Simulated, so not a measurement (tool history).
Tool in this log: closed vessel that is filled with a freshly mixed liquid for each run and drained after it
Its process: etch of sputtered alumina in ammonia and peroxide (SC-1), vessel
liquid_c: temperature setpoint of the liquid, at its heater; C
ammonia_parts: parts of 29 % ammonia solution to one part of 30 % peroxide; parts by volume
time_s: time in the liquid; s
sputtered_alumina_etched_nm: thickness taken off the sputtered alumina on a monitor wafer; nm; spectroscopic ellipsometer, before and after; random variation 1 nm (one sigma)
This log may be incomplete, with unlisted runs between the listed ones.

{"run": 1, "day": 0.0, "liquid_c": 55, "ammonia_parts": 0.55, "time_s": 1380, "sputtered_alumina_etched_nm": 67.29}
{"run": 2, "day": 0.125, "liquid_c": 57.5, "ammonia_parts": 0.55, "time_s": 1380, "sputtered_alumina_etched_nm": 78.898}
{"run": 3, "day": 0.421, "liquid_c": 62, "ammonia_parts": 0.55, "time_s": 1380, "sputtered_alumina_etched_nm": 97.708}
{"run": 4, "day": 0.558, "liquid_c": 67.5, "ammonia_parts": 0.55, "time_s": 1380, "sputtered_alumina_etched_nm": 127.44}
{"run": 5, "day": 0.833, "liquid_c": 67.5, "ammonia_parts": 0.65, "time_s": 1380, "sputtered_alumina_etched_nm": 129.74}
{"run": 6, "day": 1.212, "liquid_c": 66, "ammonia_parts": 0.65, "time_s": 1380, "sputtered_alumina_etched_nm": 121.07}
{"run": 7, "day": 1.412, "liquid_c": 65, "ammonia_parts": 0.65, "time_s": 1380, "sputtered_alumina_etched_nm": 116.2}

What does the tool deliver on the next run?
{"run": 8, "day": 1.558, "liquid_c": 64, "ammonia_parts": 0.65, "time_s": 1380, "sputtered_alumina_etched_nm": "?"}

sputtered_alumina_etched_nm: 108.96 nm

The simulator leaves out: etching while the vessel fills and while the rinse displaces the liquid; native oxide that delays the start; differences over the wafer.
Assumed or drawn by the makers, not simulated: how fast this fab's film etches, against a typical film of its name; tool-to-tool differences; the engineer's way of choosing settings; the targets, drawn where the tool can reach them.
